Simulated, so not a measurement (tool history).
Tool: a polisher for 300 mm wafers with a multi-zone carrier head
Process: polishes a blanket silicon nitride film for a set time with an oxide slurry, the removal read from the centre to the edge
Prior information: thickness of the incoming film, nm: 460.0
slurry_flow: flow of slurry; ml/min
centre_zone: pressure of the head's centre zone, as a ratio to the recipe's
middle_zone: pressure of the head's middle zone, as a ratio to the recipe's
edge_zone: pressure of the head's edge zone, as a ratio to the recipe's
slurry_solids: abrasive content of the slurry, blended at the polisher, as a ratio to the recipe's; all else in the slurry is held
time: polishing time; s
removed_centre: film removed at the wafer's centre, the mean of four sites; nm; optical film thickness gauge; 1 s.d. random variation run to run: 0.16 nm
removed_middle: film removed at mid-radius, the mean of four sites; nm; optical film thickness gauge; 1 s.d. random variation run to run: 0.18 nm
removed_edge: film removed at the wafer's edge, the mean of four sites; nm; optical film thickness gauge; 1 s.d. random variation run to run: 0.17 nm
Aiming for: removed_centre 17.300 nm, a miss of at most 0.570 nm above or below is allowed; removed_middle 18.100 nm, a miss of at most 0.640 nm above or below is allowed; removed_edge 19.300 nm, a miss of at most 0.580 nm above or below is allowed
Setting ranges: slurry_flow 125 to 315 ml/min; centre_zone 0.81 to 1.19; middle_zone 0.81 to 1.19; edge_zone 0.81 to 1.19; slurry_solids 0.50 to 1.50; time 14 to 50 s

run,hour,slurry_flow,centre_zone,middle_zone,edge_zone,slurry_solids,time,removed_centre,removed_middle,removed_edge
1,0.0,205,1.00,1.00,1.00,1.00,32,24.577,25.813,25.982
2,3.4,205,1.00,1.00,0.96,1.00,32,24.636,26.466,25.280
3,8.1,200,0.99,0.98,0.95,0.95,32,24.271,25.434,24.660
4,8.8,195,0.97,0.97,0.95,0.90,32,23.436,24.860,23.865
5,13.4,195,0.97,1.06,0.95,0.90,32,23.486,26.655,23.634
6,20.8,190,0.95,1.03,0.96,0.85,32,22.420,25.015,23.544
7,28.3,185,0.94,1.01,0.96,0.80,32,21.366,23.930,22.887
8,34.5,180,0.93,0.99,0.95,0.75,32,20.838,23.298,22.240
9,38.6,175,0.92,0.97,0.95,0.70,32,20.384,22.246,21.360
10,45.0,170,0.91,0.95,0.95,0.65,32,19.144,20.706,21.099
11,48.4,165,0.90,0.94,0.94,0.65,32,18.663,20.575,20.919
12,49.2,165,0.90,0.93,0.93,0.65,32,18.880,20.212,20.907
13,55.1,165,0.90,0.93,0.93,0.65,32,19.123,20.602,20.746
14,57.1,160,0.89,0.92,0.93,0.65,32,19.018,20.304,20.808
15,61.4,160,0.88,0.91,0.93,0.65,32,18.369,20.410,20.809
# hour 68.5: worn pad replaced by a new one
16,68.5,160,0.88,0.91,0.93,0.65,32,21.610,23.174,24.015
17,69.8,145,0.84,0.82,0.84,0.50,28,16.184,16.501,17.949
18,71.5,150,0.84,0.82,0.84,0.50,28,16.382,16.393,17.947
19,74.6,155,0.84,0.82,0.84,0.50,28,16.409,16.680,17.754
20,82.1,160,0.84,0.82,0.85,0.50,28,16.822,17.127,18.069
21,87.6,160,0.84,0.82,0.86,0.50,28,16.360,16.908,18.223
22,88.3,210,0.86,0.86,0.90,0.55,28,18.210,19.080,19.715
23,95.7,205,0.86,0.86,0.90,0.55,28,17.851,18.841,19.985

4 next moves are on the table. One of them brings every result within its allowed miss. Which?
A,103.1,185,0.86,0.99,0.81,0.55,27,?,?,?
B,103.1,200,0.85,0.94,0.82,0.50,28,?,?,?
C,103.1,155,0.81,0.89,0.96,0.55,27,?,?,?
D,103.1,125,0.82,0.84,0.83,0.50,31,?,?,?

move,removed_centre,removed_middle,removed_edge
A,17.099,20.153,18.065
B,17.113,19.442,18.269
C,16.034,18.025,19.221
D,17.253,18.434,19.463
A: moves the result that the last run missed by most past its target, out the other side
B: moves the result that the last run missed by most past its target, out the other side
C: puts the biggest miss on target and leaves a different result outside tolerance
D: in spec on every target
D is the move that brings every result within its allowed miss.

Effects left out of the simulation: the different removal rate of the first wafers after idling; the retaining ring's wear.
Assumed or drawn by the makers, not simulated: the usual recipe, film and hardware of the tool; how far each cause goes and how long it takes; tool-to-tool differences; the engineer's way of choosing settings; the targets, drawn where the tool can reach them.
